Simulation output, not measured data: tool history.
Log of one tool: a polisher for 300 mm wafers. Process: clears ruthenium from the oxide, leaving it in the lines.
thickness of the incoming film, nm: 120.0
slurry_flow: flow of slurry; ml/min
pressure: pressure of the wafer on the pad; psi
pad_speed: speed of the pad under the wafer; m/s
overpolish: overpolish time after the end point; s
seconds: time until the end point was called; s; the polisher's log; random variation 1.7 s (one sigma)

run	hour	slurry_flow	pressure	pad_speed	overpolish	seconds
1	0	155	1.9	1.14	33	100.05
2	6.6	155	1.8	1.14	33	105.08
3	11.4	155	1.8	1.14	33	103.02
4	13	155	1.7	1.14	33	106.01
5	15	155	1.5	1.14	33	115.37
6	19.2	170	1.5	1.14	33	113.71
7	27.5	170	1.4	1.14	33	115.85

Forecast run 8:
8	33.1	165	1.4	1.14	33	?

seconds: 116.9 s
